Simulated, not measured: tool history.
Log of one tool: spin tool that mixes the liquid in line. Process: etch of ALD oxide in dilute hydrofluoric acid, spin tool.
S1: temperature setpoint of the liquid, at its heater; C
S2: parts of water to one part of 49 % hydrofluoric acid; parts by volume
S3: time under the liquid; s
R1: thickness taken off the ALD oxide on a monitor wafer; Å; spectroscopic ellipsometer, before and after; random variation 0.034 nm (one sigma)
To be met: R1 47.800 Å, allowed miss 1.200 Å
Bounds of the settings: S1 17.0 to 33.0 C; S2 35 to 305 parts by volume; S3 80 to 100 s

run	hour	S1	S2	S3	R1
1	0.0	25.0	170	100	85.287
2	0.6	24.0	175	100	80.050
3	9.7	23.0	180	100	73.803
4	11.3	23.0	180	80	59.993
5	19.6	25.5	180	80	66.181
6	22.0	29.0	180	80	74.407
7	26.9	27.5	185	80	67.224
8	34.1	26.0	185	80	64.328
9	42.1	25.0	185	80	61.872
10	46.1	24.0	185	80	60.515
11	54.2	23.0	185	80	57.966
12	61.5	22.5	185	80	56.554
13	68.1	22.0	185	80	55.124
14	75.1	21.5	185	80	54.331
15	76.6	21.0	185	80	53.016
16	77.3	20.5	185	80	52.878
17	82.9	20.0	185	80	50.522
18	89.7	19.5	185	80	50.555

4 next moves are on the table. One of them brings every result within its allowed miss. Which?
A	96.5	17.0	215	95	?
B	96.5	19.0	180	80	?
C	96.5	18.5	215	95	?
D	96.5	17.0	180	85	?

move	R1
A	45.485
B	51.170
C	48.242
D	50.197
A: takes the result that was furthest off past its target
B: further off than the last run
C: meets every target
D: nearer than the last run, and not there yet
Answer: C
